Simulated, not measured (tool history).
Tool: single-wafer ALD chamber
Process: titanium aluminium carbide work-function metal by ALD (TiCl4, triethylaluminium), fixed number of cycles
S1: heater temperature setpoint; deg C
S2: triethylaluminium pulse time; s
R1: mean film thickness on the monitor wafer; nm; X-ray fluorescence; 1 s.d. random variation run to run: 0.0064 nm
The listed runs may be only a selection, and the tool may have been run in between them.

| run | day | S1 | S2 | R1 |
|---|---|---|---|---|
| 1 | 0 | 315 | 7.66 | 2.164 |
| 2 | 0.346 | 304 | 7.66 | 2.0675 |
| 3 | 0.438 | 297 | 7.66 | 2.0204 |
| 4 | 0.575 | 297 | 6.47 | 1.9355 |
| 5 | 0.617 | 302 | 7.29 | 2.0463 |
| 6 | 0.758 | 306 | 7.9 | 2.104 |
| 7 | 0.917 | 318 | 10.35 | 2.2889 |
| 8 | 1.029 | 320 | 10.64 | 2.3148 |

Estimate the outcome of run 9 from the log above:
| 9 | 1.071 | 322 | 10.89 | ? |

R1: 2.3285 nm

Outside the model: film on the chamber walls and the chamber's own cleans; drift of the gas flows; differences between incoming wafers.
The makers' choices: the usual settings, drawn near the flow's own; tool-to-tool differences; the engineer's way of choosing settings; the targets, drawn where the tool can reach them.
